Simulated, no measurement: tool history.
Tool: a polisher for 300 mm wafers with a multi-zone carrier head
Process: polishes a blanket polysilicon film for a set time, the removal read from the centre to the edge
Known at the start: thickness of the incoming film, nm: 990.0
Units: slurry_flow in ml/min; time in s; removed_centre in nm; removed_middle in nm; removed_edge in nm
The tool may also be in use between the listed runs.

| run | day | slurry_flow | centre_zone | middle_zone | edge_zone | time | removed_centre | removed_middle | removed_edge |
|---|---|---|---|---|---|---|---|---|---|
| 1 | 0.000 | 315 | 1.00 | 1.00 | 1.00 | 45 | 418.47 | 413.65 | 417.30 |
| 2 | 0.262 | 315 | 0.96 | 1.00 | 1.00 | 45 | 404.67 | 410.29 | 416.22 |
| 3 | 0.362 | 315 | 0.96 | 0.97 | 1.00 | 45 | 398.81 | 401.08 | 423.07 |
| 4 | 0.554 | 315 | 0.99 | 0.96 | 0.99 | 42 | 385.89 | 376.39 | 395.82 |
| 5 | 0.646 | 315 | 0.99 | 0.96 | 0.99 | 32 | 295.27 | 280.67 | 295.55 |
| 6 | 0.858 | 315 | 1.01 | 0.95 | 0.98 | 31 | 292.07 | 270.54 | 280.73 |
| 7 | 0.954 | 315 | 1.03 | 0.93 | 0.97 | 31 | 295.07 | 261.02 | 277.84 |
| 8 | 1.088 | 315 | 1.04 | 0.92 | 0.96 | 31 | 300.94 | 258.69 | 281.79 |
| 9 | 1.229 | 315 | 1.05 | 0.92 | 0.95 | 31 | 301.98 | 269.70 | 283.76 |
| 10 | 1.450 | 315 | 1.07 | 0.91 | 0.95 | 30 | 298.83 | 253.31 | 268.26 |
| 11 | 1.733 | 315 | 1.08 | 0.90 | 0.95 | 30 | 296.97 | 252.10 | 272.07 |
| 12 | 2.025 | 315 | 1.08 | 0.90 | 0.95 | 30 | 304.03 | 255.48 | 274.02 |

Forecast run 13:
| 13 | 2.242 | 315 | 1.09 | 0.89 | 0.94 | 30 | ? | ? | ? |

removed_centre: 303.18 nm
removed_middle: 243.87 nm
removed_edge: 277.21 nm
